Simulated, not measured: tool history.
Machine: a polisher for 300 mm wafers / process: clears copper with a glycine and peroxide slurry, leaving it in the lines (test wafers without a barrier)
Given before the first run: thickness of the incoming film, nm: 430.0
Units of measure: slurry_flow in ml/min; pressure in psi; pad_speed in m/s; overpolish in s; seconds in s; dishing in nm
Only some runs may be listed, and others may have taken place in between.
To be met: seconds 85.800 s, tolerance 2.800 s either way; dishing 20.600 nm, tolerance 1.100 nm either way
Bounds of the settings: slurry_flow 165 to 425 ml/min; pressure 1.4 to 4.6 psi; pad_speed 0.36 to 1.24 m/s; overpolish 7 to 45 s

{"run": 1, "hour": 0.0, "slurry_flow": 275, "pressure": 3.0, "pad_speed": 0.8, "overpolish": 23, "seconds": 75.613, "dishing": 46.653}
{"run": 2, "hour": 3.8, "slurry_flow": 255, "pressure": 2.7, "pad_speed": 0.86, "overpolish": 20, "seconds": 78.358, "dishing": 43.531}
{"run": 3, "hour": 6.5, "slurry_flow": 255, "pressure": 2.7, "pad_speed": 0.86, "overpolish": 14, "seconds": 79.282, "dishing": 35.521}
{"run": 4, "hour": 11.5, "slurry_flow": 255, "pressure": 2.1, "pad_speed": 0.86, "overpolish": 14, "seconds": 94.25, "dishing": 32.063}
{"run": 5, "hour": 12.8, "slurry_flow": 290, "pressure": 2.1, "pad_speed": 0.86, "overpolish": 14, "seconds": 92.126, "dishing": 31.84}
{"run": 6, "hour": 19.6, "slurry_flow": 260, "pressure": 2.1, "pad_speed": 0.86, "overpolish": 14, "seconds": 94.541, "dishing": 31.429}
{"run": 7, "hour": 26.0, "slurry_flow": 185, "pressure": 1.4, "pad_speed": 1.08, "overpolish": 7, "seconds": 108.48, "dishing": 16.825}
{"run": 8, "hour": 30.3, "slurry_flow": 200, "pressure": 1.4, "pad_speed": 1.1, "overpolish": 7, "seconds": 105.74, "dishing": 17.706}
{"run": 9, "hour": 34.0, "slurry_flow": 210, "pressure": 1.4, "pad_speed": 1.12, "overpolish": 7, "seconds": 103.58, "dishing": 18.03}
{"run": 10, "hour": 38.5, "slurry_flow": 215, "pressure": 1.5, "pad_speed": 1.14, "overpolish": 7, "seconds": 97.824, "dishing": 18.523}
{"run": 11, "hour": 44.6, "slurry_flow": 220, "pressure": 1.5, "pad_speed": 1.16, "overpolish": 7, "seconds": 94.15, "dishing": 18.418}
{"run": 12, "hour": 49.1, "slurry_flow": 230, "pressure": 1.5, "pad_speed": 1.16, "overpolish": 7, "seconds": 96.212, "dishing": 19.234}
{"run": 13, "hour": 52.8, "slurry_flow": 230, "pressure": 1.5, "pad_speed": 1.18, "overpolish": 7, "seconds": 93.192, "dishing": 19.364}

Consider the 5 candidate settings below. Which is the only one whose results all fall within their allowed miss of target?
{"run": "A", "hour": 56.5, "slurry_flow": 195, "pressure": 1.5, "pad_speed": 1.04, "overpolish": 7, "seconds": "?", "dishing": "?"}
{"run": "B", "hour": 56.5, "slurry_flow": 245, "pressure": 1.4, "pad_speed": 1.08, "overpolish": 7, "seconds": "?", "dishing": "?"}
{"run": "C", "hour": 56.5, "slurry_flow": 165, "pressure": 1.7, "pad_speed": 1.24, "overpolish": 7, "seconds": "?", "dishing": "?"}
{"run": "D", "hour": 56.5, "slurry_flow": 200, "pressure": 1.5, "pad_speed": 1.16, "overpolish": 7, "seconds": "?", "dishing": "?"}
{"run": "E", "hour": 56.5, "slurry_flow": 265, "pressure": 1.9, "pad_speed": 1.16, "overpolish": 7, "seconds": "?", "dishing": "?"}

move=A seconds=105.830 dishing=17.358
move=B seconds=104.740 dishing=17.480
move=C seconds=87.041 dishing=20.170
move=D seconds=97.218 dishing=18.519
move=E seconds=79.859 dishing=21.619
A: misses by more than the last run did
B: misses by more than the last run did
C: every result within its allowed miss
D: misses by more than the last run did
E: the result that was furthest off in the last run now lies on the other side of its target
The right move is C.
